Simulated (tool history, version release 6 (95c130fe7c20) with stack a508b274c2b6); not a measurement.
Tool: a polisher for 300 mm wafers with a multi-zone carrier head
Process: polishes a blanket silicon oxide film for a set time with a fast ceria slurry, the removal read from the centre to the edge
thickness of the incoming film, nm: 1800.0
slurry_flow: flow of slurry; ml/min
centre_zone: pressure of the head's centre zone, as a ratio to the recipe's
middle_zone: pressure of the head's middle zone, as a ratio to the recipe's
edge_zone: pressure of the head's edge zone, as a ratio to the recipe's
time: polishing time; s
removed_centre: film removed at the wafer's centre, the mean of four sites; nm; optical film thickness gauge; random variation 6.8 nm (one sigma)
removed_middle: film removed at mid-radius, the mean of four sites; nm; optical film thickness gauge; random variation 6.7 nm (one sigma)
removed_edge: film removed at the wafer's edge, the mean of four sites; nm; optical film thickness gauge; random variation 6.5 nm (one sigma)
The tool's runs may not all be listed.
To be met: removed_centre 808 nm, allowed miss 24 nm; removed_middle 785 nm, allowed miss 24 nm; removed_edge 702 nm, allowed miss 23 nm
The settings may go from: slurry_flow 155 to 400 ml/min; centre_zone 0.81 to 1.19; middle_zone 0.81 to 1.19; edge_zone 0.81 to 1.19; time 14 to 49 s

run 1 hour=0 | slurry_flow=255 centre_zone=1 middle_zone=1 edge_zone=1 time=31 | removed_centre=663.15 removed_middle=627.79 removed_edge=664.81
run 2 hour=7.4 | slurry_flow=255 centre_zone=1 middle_zone=1 edge_zone=1 time=36 | removed_centre=754.75 removed_middle=727.35 removed_edge=754.8
run 3 hour=10.1 | slurry_flow=255 centre_zone=1 middle_zone=1 edge_zone=1 time=32 | removed_centre=675.76 removed_middle=643.43 removed_edge=672.11
run 4 hour=12.3 | slurry_flow=260 centre_zone=1.01 middle_zone=1.02 edge_zone=1 time=32 | removed_centre=703.43 removed_middle=658.49 removed_edge=675.7
run 5 hour=14.1 | slurry_flow=260 centre_zone=1.06 middle_zone=1.02 edge_zone=1 time=32 | removed_centre=734.39 removed_middle=659.18 removed_edge=660.85
run 6 hour=19.3 | slurry_flow=260 centre_zone=1.01 middle_zone=1.02 edge_zone=1 time=32 | removed_centre=688.86 removed_middle=666.67 removed_edge=660.11
run 7 hour=23.2 | slurry_flow=265 centre_zone=1.02 middle_zone=1.03 edge_zone=1.01 time=32 | removed_centre=702.76 removed_middle=659.59 removed_edge=679.61
run 8 hour=31.4 | slurry_flow=270 centre_zone=1.02 middle_zone=1.05 edge_zone=1.01 time=32 | removed_centre=696.13 removed_middle=675.06 removed_edge=682.28

Which of these 5 next moves meets every target?
run A hour=39.6 | slurry_flow=260 centre_zone=0.95 middle_zone=1.18 edge_zone=0.81 time=34 | removed_centre=? removed_middle=? removed_edge=?
run B hour=39.6 | slurry_flow=330 centre_zone=1.18 middle_zone=0.94 edge_zone=0.99 time=32 | removed_centre=? removed_middle=? removed_edge=?
run C hour=39.6 | slurry_flow=275 centre_zone=0.83 middle_zone=0.88 edge_zone=0.98 time=34 | removed_centre=? removed_middle=? removed_edge=?
run D hour=39.6 | slurry_flow=225 centre_zone=1.08 middle_zone=1.13 edge_zone=0.92 time=35 | removed_centre=? removed_middle=? removed_edge=?
run E hour=39.6 | slurry_flow=245 centre_zone=1 middle_zone=1.16 edge_zone=0.92 time=36 | removed_centre=? removed_middle=? removed_edge=?

move=A removed_centre=683.14 removed_middle=799.65 removed_edge=638.37
move=B removed_centre=816.9 removed_middle=637.85 removed_edge=671
move=C removed_centre=598.34 removed_middle=634.82 removed_edge=701.77
move=D removed_centre=787.61 removed_middle=782.61 removed_edge=689.01
move=E removed_centre=756.87 removed_middle=829.8 removed_edge=712.91
A: further off than the last run
B: brings the result that was furthest off to its target, and leaves another outside
C: further off than the last run
D: meets every target
E: nearer than the last run, and not there yet
Answer: D

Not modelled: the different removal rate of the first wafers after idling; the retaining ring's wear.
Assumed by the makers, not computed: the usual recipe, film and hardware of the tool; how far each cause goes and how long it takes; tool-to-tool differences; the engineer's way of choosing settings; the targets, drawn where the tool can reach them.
